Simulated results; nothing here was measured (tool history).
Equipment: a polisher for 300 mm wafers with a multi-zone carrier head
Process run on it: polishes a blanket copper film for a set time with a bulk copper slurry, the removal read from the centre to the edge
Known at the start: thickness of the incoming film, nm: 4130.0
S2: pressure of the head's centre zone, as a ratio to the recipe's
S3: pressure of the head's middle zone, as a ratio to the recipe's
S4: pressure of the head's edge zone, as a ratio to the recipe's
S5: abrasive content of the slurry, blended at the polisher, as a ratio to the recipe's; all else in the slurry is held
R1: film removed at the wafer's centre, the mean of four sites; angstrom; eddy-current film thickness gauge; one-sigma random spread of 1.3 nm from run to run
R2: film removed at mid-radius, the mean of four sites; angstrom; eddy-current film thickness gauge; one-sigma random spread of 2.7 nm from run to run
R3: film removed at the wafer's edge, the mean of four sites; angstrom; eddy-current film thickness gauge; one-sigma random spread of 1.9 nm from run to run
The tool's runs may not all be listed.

Run 1, hour 0.0: flow of slurry (ml/min) 225, S2 1.00, S3 1.00, S4 1.00, S5 1.00, polishing time (s) 42. Result: R1 2813.1 angstrom, R2 3036.6 angstrom, R3 3184.4 angstrom.
Run 2, hour 3.3: flow of slurry (ml/min) 220, S2 0.98, S3 0.99, S4 0.95, S5 0.85, polishing time (s) 38. Result: R1 2451.9 angstrom, R2 2612.4 angstrom, R3 2715.1 angstrom.
Run 3, hour 7.0: flow of slurry (ml/min) 220, S2 0.98, S3 0.99, S4 0.95, S5 0.85, polishing time (s) 31. Result: R1 1946.5 angstrom, R2 2231.5 angstrom, R3 2201.2 angstrom.
Run 4, hour 12.5: flow of slurry (ml/min) 220, S2 0.92, S3 0.99, S4 0.95, S5 0.85, polishing time (s) 31. Result: R1 1859.7 angstrom, R2 2206.7 angstrom, R3 2212.7 angstrom.
Run 5, hour 18.9: flow of slurry (ml/min) 190, S2 0.92, S3 0.99, S4 0.95, S5 0.85, polishing time (s) 31. Result: R1 1834.3 angstrom, R2 2221.3 angstrom, R3 2202.7 angstrom.
Run 6, hour 24.8: flow of slurry (ml/min) 190, S2 0.92, S3 0.97, S4 0.91, S5 0.80, polishing time (s) 31. Result: R1 1796.1 angstrom, R2 2079.3 angstrom, R3 2111.5 angstrom.

Run 7 is up next; what results do you expect?
Run 7, hour 29.2: flow of slurry (ml/min) 185, S2 0.92, S3 0.97, S4 0.88, S5 0.80, polishing time (s) 31. Result: R1 ?, R2 ?, R3 ?.

For run 7 the tool returned R1 1818.9 angstrom, R2 2138.6 angstrom, R3 2149.5 angstrom.
